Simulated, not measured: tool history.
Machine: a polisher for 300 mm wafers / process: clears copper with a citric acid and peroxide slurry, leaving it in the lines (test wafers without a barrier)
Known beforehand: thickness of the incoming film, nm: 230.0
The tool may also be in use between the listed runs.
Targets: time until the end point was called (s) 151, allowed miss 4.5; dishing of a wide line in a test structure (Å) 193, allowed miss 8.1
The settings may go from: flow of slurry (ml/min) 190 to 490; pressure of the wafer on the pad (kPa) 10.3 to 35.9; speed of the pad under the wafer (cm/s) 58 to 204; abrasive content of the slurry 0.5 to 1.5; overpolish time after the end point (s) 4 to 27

| run | day | flow of slurry (ml/min) | pressure of the wafer on the pad (kPa) | speed of the pad under the wafer (cm/s) | abrasive content of the slurry | overpolish time after the end point (s) | time until the end point was called (s) | dishing of a wide line in a test structure (Å) |
|---|---|---|---|---|---|---|---|---|
| 1 | 0 | 315 | 22.8 | 130 | 1 | 14 | 78.997 | 270.27 |
| 2 | 0.258 | 315 | 22.8 | 130 | 1.1 | 14 | 76.222 | 272.36 |
| 3 | 0.583 | 310 | 20.7 | 128 | 1.05 | 15 | 87.008 | 258.53 |
| 4 | 0.921 | 305 | 18.6 | 128 | 1.05 | 16 | 93.633 | 258 |
| 5 | 1.042 | 305 | 17.2 | 126 | 1.05 | 16 | 102.1 | 237.66 |
| 6 | 1.208 | 305 | 20 | 126 | 1.05 | 16 | 88.365 | 265.32 |
| 7 | 1.479 | 305 | 17.9 | 124 | 1.05 | 16 | 100.54 | 242.21 |
| 8 | 1.821 | 305 | 16.5 | 122 | 1.05 | 16 | 109.57 | 223.65 |
| 9 | 2.183 | 305 | 15.2 | 122 | 1.05 | 16 | 115.88 | 207.33 |
| 10 | 2.525 | 305 | 14.5 | 122 | 1.05 | 17 | 121.11 | 215.84 |
| 11 | 2.858 | 305 | 13.8 | 122 | 1.05 | 17 | 126.94 | 201.86 |
| 12 | 2.896 | 305 | 13.1 | 122 | 1.05 | 17 | 131.33 | 197.32 |
| 13 | 3.154 | 305 | 12.4 | 122 | 1.05 | 17 | 136.5 | 186.96 |
| 14 | 3.462 | 305 | 11.7 | 122 | 1.05 | 18 | 141.56 | 192.17 |

Exercise: of the 4 proposed moves below, exactly one satisfies all targets within the stated allowed misses. Which move is it?
| A | 3.771 | 275 | 10.3 | 130 | 1.05 | 19 | ? | ? |
| B | 3.771 | 190 | 11 | 146 | 1 | 16 | ? | ? |
| C | 3.771 | 335 | 12.4 | 132 | 0.9 | 16 | ? | ? |
| D | 3.771 | 280 | 12.4 | 138 | 0.85 | 16 | ? | ? |

| move | time until the end point was called (s) | dishing of a wide line in a test structure (Å) |
|---|---|---|
| A | 149.36 | 190.42 |
| B | 132.06 | 182.37 |
| C | 130.15 | 185.38 |
| D | 127.51 | 188.87 |
A: meets every target
B: the biggest miss grows against the last run
C: the biggest miss grows against the last run
D: the biggest miss grows against the last run
Correct choice: A, which meets every target
